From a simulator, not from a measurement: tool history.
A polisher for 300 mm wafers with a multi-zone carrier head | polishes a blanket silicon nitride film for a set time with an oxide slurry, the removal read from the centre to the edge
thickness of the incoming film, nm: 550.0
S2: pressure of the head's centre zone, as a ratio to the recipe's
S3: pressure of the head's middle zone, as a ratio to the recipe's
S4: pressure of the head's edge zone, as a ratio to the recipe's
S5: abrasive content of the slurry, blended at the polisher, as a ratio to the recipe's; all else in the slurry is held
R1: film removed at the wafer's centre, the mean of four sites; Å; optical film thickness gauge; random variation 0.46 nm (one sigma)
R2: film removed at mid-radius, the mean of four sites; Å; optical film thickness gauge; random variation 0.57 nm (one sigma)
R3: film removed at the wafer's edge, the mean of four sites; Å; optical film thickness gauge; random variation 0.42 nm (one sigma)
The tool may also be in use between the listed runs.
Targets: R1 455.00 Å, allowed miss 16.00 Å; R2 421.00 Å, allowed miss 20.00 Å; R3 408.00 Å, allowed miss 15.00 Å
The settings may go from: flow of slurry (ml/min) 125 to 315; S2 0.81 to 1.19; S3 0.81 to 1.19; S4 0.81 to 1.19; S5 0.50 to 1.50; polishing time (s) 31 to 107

{"run": 1, "day": 0.0, "flow of slurry (ml/min)": 205, "S2": 1.0, "S3": 1.0, "S4": 1.0, "S5": 1.0, "polishing time (s)": 69, "R1": 657.08, "R2": 659.4, "R3": 652.27}
{"run": 2, "day": 0.133, "flow of slurry (ml/min)": 205, "S2": 1.0, "S3": 1.0, "S4": 1.08, "S5": 1.0, "polishing time (s)": 69, "R1": 654.92, "R2": 650.47, "R3": 685.56}
{"run": 3, "day": 0.4, "flow of slurry (ml/min)": 205, "S2": 1.0, "S3": 1.0, "S4": 1.08, "S5": 1.0, "polishing time (s)": 54, "R1": 506.2, "R2": 502.76, "R3": 524.03}
{"run": 4, "day": 0.725, "flow of slurry (ml/min)": 230, "S2": 1.0, "S3": 1.0, "S4": 1.08, "S5": 1.0, "polishing time (s)": 54, "R1": 527.57, "R2": 514.47, "R3": 522.99}
{"run": 5, "day": 0.933, "flow of slurry (ml/min)": 230, "S2": 1.0, "S3": 1.0, "S4": 1.08, "S5": 1.1, "polishing time (s)": 54, "R1": 552.84, "R2": 559.05, "R3": 563.36}
{"run": 6, "day": 0.988, "flow of slurry (ml/min)": 230, "S2": 0.95, "S3": 1.0, "S4": 1.08, "S5": 1.1, "polishing time (s)": 54, "R1": 518.91, "R2": 542.86, "R3": 559.02}
{"run": 7, "day": 1.029, "flow of slurry (ml/min)": 235, "S2": 0.95, "S3": 0.99, "S4": 1.05, "S5": 1.05, "polishing time (s)": 54, "R1": 509.25, "R2": 526.94, "R3": 534.91}
{"run": 8, "day": 1.067, "flow of slurry (ml/min)": 215, "S2": 0.98, "S3": 0.89, "S4": 0.95, "S5": 0.8, "polishing time (s)": 53, "R1": 420.18, "R2": 397.98, "R3": 410.9}
{"run": 9, "day": 1.279, "flow of slurry (ml/min)": 220, "S2": 0.99, "S3": 0.89, "S4": 0.94, "S5": 0.8, "polishing time (s)": 53, "R1": 414.46, "R2": 386.84, "R3": 409.52}
{"run": 10, "day": 1.412, "flow of slurry (ml/min)": 210, "S2": 1.09, "S3": 0.99, "S4": 0.92, "S5": 0.85, "polishing time (s)": 53, "R1": 492.49, "R2": 442.05, "R3": 427.8}
{"run": 11, "day": 1.492, "flow of slurry (ml/min)": 205, "S2": 1.08, "S3": 0.98, "S4": 0.91, "S5": 0.85, "polishing time (s)": 53, "R1": 483.73, "R2": 432.57, "R3": 423.6}
{"run": 12, "day": 1.829, "flow of slurry (ml/min)": 205, "S2": 1.07, "S3": 0.98, "S4": 0.9, "S5": 0.85, "polishing time (s)": 53, "R1": 473.0, "R2": 436.18, "R3": 422.44}
{"run": 13, "day": 1.888, "flow of slurry (ml/min)": 205, "S2": 1.07, "S3": 0.98, "S4": 0.89, "S5": 0.85, "polishing time (s)": 53, "R1": 476.52, "R2": 444.02, "R3": 413.09}
{"run": 14, "day": 1.942, "flow of slurry (ml/min)": 205, "S2": 1.07, "S3": 0.97, "S4": 0.89, "S5": 0.85, "polishing time (s)": 53, "R1": 486.02, "R2": 423.09, "R3": 413.96}
{"run": 15, "day": 2.275, "flow of slurry (ml/min)": 205, "S2": 1.06, "S3": 0.97, "S4": 0.89, "S5": 0.85, "polishing time (s)": 53, "R1": 471.43, "R2": 432.54, "R3": 410.69}

Which of these 5 next moves meets every target?
{"run": "A", "day": 2.608, "flow of slurry (ml/min)": 215, "S2": 1.0, "S3": 1.02, "S4": 0.81, "S5": 0.7, "polishing time (s)": 65, "R1": "?", "R2": "?", "R3": "?"}
{"run": "B", "day": 2.608, "flow of slurry (ml/min)": 225, "S2": 1.13, "S3": 1.01, "S4": 0.83, "S5": 0.9, "polishing time (s)": 49, "R1": "?", "R2": "?", "R3": "?"}
{"run": "C", "day": 2.608, "flow of slurry (ml/min)": 200, "S2": 1.07, "S3": 1.0, "S4": 0.93, "S5": 0.95, "polishing time (s)": 47, "R1": "?", "R2": "?", "R3": "?"}
{"run": "D", "day": 2.608, "flow of slurry (ml/min)": 205, "S2": 1.11, "S3": 0.93, "S4": 0.86, "S5": 0.9, "polishing time (s)": 51, "R1": "?", "R2": "?", "R3": "?"}
{"run": "E", "day": 2.608, "flow of slurry (ml/min)": 240, "S2": 1.06, "S3": 1.01, "S4": 0.81, "S5": 1.05, "polishing time (s)": 46, "R1": "?", "R2": "?", "R3": "?"}

move=A R1=453.91 R2=451.07 R3=401.84
move=B R1=491.19 R2=427.71 R3=387.69
move=C R1=456.84 R2=417.81 R3=402.22
move=D R1=495.62 R2=412.92 R3=406.58
move=E R1=485.35 R2=450.53 R3=403.38
A: brings the result that was furthest off to its target, and leaves another outside
B: further off than the last run
C: meets every target
D: further off than the last run
E: further off than the last run
Answer: C

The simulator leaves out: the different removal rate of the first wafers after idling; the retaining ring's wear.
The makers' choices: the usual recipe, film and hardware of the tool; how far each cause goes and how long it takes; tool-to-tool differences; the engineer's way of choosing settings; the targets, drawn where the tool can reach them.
